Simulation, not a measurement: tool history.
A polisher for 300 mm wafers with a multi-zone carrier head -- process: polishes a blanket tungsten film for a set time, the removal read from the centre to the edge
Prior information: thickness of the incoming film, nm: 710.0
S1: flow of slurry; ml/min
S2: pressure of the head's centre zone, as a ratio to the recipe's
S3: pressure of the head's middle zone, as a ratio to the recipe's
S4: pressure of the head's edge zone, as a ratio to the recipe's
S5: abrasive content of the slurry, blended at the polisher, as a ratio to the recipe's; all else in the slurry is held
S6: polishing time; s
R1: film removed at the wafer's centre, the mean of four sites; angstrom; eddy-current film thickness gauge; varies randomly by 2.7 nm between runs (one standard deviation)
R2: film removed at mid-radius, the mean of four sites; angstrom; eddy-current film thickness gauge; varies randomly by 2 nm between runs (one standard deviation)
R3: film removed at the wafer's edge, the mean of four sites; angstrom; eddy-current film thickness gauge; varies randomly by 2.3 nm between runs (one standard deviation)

run,day,S1,S2,S3,S4,S5,S6,R1,R2,R3
1,0,210,1,1,1,1,40,1456.4,1396.7,1374.4
2,0.354,210,1.04,1,1,1,40,1506.3,1374.5,1417
3,0.508,210,1.07,1,1,1,40,1556.1,1404.4,1391.9
4,0.767,225,1.11,1.02,1.01,1.1,41,1699,1485.4,1442.2
5,0.971,175,1.11,1.02,1.01,1.1,41,1646.3,1415,1458
6,1.338,190,1.13,1.05,1.02,1.2,42,1744.7,1572.3,1523.6

Expected results for the next run?
7,1.633,205,1.15,1.05,1.02,1.25,43,?,?,?

Run 7 yielded R1 1890.4 angstrom, R2 1642.4 angstrom, R3 1598.2 angstrom.

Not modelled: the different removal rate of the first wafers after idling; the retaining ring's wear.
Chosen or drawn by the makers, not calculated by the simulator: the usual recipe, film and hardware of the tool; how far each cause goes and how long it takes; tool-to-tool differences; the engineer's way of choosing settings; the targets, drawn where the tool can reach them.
